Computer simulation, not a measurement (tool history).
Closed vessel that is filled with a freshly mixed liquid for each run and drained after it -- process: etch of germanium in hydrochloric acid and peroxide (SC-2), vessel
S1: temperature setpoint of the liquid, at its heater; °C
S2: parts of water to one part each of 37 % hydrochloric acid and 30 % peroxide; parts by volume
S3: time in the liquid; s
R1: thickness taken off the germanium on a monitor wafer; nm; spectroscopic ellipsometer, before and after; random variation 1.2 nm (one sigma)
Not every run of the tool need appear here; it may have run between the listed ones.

run,hour,S1,S2,S3,R1
1,0,57,6.5,105,361.19
2,8.3,57.5,6.5,105,369.25
3,10.4,57.5,6.5,105,367.12
4,14,58,6.5,105,372.96
5,21.8,58.5,6.5,105,379.54
6,22.8,58.5,6.5,105,379.01

What does the tool deliver on the next run?
7,26.3,59,6.5,105,?

Run 7 gave R1 384.99 nm.

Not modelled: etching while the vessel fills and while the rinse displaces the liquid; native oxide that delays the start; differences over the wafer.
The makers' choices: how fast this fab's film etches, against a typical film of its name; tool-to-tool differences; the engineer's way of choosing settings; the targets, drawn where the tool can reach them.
